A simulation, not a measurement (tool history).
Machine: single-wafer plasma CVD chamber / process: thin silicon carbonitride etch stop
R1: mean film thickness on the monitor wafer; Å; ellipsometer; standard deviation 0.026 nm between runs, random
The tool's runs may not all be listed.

run 1 hour=0 | RF_power_(kW)=0.27 deposition_time_(s)=25.3 | R1=155.13
run 2 hour=8.1 | RF_power_(kW)=0.255 deposition_time_(s)=24.4 | R1=147.27
run 3 hour=14.7 | RF_power_(kW)=0.255 deposition_time_(s)=27.5 | R1=166.37
run 4 hour=18.3 | RF_power_(kW)=0.245 deposition_time_(s)=26.2 | R1=156.87
-- hour=20.5 thermocouple changed; heater temperature recalibrated
run 5 hour=20.5 | RF_power_(kW)=0.22 deposition_time_(s)=26.2 | R1=151.17
run 6 hour=24.2 | RF_power_(kW)=0.215 deposition_time_(s)=25.3 | R1=146.01
run 7 hour=32.9 | RF_power_(kW)=0.21 deposition_time_(s)=24.5 | R1=139.63
run 8 hour=41.2 | RF_power_(kW)=0.205 deposition_time_(s)=24 | R1=136.45

Run 9 is up next; what results do you expect?
run 9 hour=49.3 | RF_power_(kW)=0.2 deposition_time_(s)=23.5 | R1=?

Run 9 gave R1 132.17 Å.
